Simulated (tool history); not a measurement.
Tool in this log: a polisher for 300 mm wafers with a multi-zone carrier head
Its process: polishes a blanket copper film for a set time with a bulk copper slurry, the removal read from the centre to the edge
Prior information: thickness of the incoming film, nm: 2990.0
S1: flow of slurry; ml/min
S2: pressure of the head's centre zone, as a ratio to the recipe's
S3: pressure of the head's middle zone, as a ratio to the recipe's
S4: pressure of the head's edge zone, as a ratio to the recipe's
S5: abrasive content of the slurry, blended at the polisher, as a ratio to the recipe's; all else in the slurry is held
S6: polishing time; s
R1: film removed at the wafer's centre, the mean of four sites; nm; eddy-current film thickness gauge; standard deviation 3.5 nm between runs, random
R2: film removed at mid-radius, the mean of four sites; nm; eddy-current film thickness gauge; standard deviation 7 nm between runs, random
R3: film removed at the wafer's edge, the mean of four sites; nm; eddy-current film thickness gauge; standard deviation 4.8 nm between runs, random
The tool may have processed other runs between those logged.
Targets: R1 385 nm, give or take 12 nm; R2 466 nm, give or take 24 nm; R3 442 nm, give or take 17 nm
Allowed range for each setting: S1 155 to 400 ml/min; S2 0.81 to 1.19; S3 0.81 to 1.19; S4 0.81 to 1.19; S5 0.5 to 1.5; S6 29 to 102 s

run	hour	S1	S2	S3	S4	S5	S6	R1	R2	R3
1	0	255	1	1	1	1	65	704	684.58	719.49
2	4.5	245	0.95	1.01	0.96	0.85	59	565.14	595.55	591.52
3	9.7	245	0.95	1.01	0.96	0.85	49	474.4	506.07	495.1
4	10.7	245	0.95	0.94	0.96	0.85	49	477.41	469.65	496.78
5	18.7	235	0.91	0.95	0.93	0.85	49	460.08	468.71	495.25
6	20.6	265	0.91	0.95	0.93	0.85	49	463.32	469.45	489.53
7	24.2	260	0.88	0.97	0.92	0.8	49	431.88	464.7	474.55
8	30.7	260	0.86	0.99	0.91	0.8	49	428.98	465.63	471.97
9	36.8	260	0.84	1.01	0.91	0.75	49	410.3	484.94	463.07

Pick the move, out of 5, that brings all results within their allowed miss; only one does.
A	42.9	275	0.84	0.83	0.92	1.15	45	?	?	?
B	42.9	245	0.88	0.87	0.88	0.7	49	?	?	?
C	42.9	170	0.82	1.06	0.95	0.85	51	?	?	?
D	42.9	335	0.89	1.11	1.08	0.9	40	?	?	?
E	42.9	310	0.86	0.81	1	0.75	48	?	?	?

move	R1	R2	R3
A	430.35	435.39	484.64
B	418.95	420.56	441.97
C	419.93	535.24	495.59
D	383.67	465.42	435.9
E	417.17	403.64	476.12
A: moves away from the targets compared with the last run
B: moves away from the targets compared with the last run
C: moves away from the targets compared with the last run
D: meets every target
E: moves away from the targets compared with the last run
The move that meets every target is D.
